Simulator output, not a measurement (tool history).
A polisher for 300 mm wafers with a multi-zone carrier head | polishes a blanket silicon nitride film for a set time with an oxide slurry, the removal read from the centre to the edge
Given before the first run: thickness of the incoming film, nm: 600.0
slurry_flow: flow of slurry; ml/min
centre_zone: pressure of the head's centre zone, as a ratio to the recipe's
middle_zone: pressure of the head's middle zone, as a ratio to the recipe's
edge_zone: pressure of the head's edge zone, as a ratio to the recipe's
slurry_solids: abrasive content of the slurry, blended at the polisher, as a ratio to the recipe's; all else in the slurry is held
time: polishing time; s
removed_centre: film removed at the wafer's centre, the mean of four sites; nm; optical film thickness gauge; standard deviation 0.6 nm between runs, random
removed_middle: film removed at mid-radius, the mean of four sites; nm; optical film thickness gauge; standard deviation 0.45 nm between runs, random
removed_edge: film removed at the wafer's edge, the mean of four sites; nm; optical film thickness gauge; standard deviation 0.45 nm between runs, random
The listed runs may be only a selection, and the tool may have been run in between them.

Run 1, hour 0: slurry_flow 125 ml/min, centre_zone 1, middle_zone 1, edge_zone 1, slurry_solids 1, time 78 s. Result: removed_centre 45.959 nm, removed_middle 48.565 nm, removed_edge 48.082 nm.
Run 2, hour 6: slurry_flow 125 ml/min, centre_zone 1, middle_zone 1.03, edge_zone 1, slurry_solids 1, time 78 s. Result: removed_centre 46.756 nm, removed_middle 49.625 nm, removed_edge 47.635 nm.
Run 3, hour 10.2: slurry_flow 115 ml/min, centre_zone 1.02, middle_zone 0.99, edge_zone 0.99, slurry_solids 0.95, time 78 s. Result: removed_centre 44.343 nm, removed_middle 46.272 nm, removed_edge 46.349 nm.
Run 4, hour 13.8: slurry_flow 115 ml/min, centre_zone 1.02, middle_zone 0.91, edge_zone 0.99, slurry_solids 0.95, time 78 s. Result: removed_centre 43.905 nm, removed_middle 43.634 nm, removed_edge 46.314 nm.
Run 5, hour 20.8: slurry_flow 115 ml/min, centre_zone 1.02, middle_zone 0.95, edge_zone 0.99, slurry_solids 0.95, time 78 s. Result: removed_centre 43.663 nm, removed_middle 44.903 nm, removed_edge 44.599 nm.
Run 6, hour 27.1: slurry_flow 110 ml/min, centre_zone 1.04, middle_zone 0.91, edge_zone 1, slurry_solids 0.95, time 78 s. Result: removed_centre 43.769 nm, removed_middle 42.107 nm, removed_edge 45.356 nm.
Run 7, hour 35: slurry_flow 110 ml/min, centre_zone 1.04, middle_zone 0.91, edge_zone 1, slurry_solids 0.95, time 78 s. Result: removed_centre 44.568 nm, removed_middle 42.223 nm, removed_edge 44.471 nm.
Run 8, hour 40.7: slurry_flow 105 ml/min, centre_zone 1.04, middle_zone 0.9, edge_zone 1.01, slurry_solids 0.95, time 78 s. Result: removed_centre 44.83 nm, removed_middle 41.034 nm, removed_edge 44.987 nm.

Run 9, settings as shown, results not yet in. Your forecast:
Run 9, hour 48.1: slurry_flow 100 ml/min, centre_zone 1.04, middle_zone 0.9, edge_zone 1.01, slurry_solids 0.95, time 78 s. Result: removed_centre ?, removed_middle ?, removed_edge ?.

Run 9 came out at removed_centre 43.505 nm, removed_middle 42.275 nm, removed_edge 44.603 nm.
